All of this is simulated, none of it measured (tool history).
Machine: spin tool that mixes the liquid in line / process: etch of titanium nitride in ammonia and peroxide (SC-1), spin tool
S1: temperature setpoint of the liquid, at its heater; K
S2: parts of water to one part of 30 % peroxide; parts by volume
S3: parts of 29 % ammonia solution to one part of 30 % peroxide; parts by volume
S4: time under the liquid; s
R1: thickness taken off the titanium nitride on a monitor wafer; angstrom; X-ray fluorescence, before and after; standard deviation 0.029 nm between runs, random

run,day,S1,S2,S3,S4,R1
1,0.000,326.15,10.5,0.95,100,51.814
2,0.121,326.15,10.5,1.20,100,53.774
3,0.200,326.15,10.5,1.20,100,53.967
4,0.346,325.65,10.5,1.20,100,52.412
5,0.488,329.65,10.5,1.20,100,68.477
6,0.733,329.65,10.5,1.20,100,68.364

What will run 7 give?
7,0.950,328.65,10.5,1.20,100,?

{"run 7": {"R1": 63.455}}
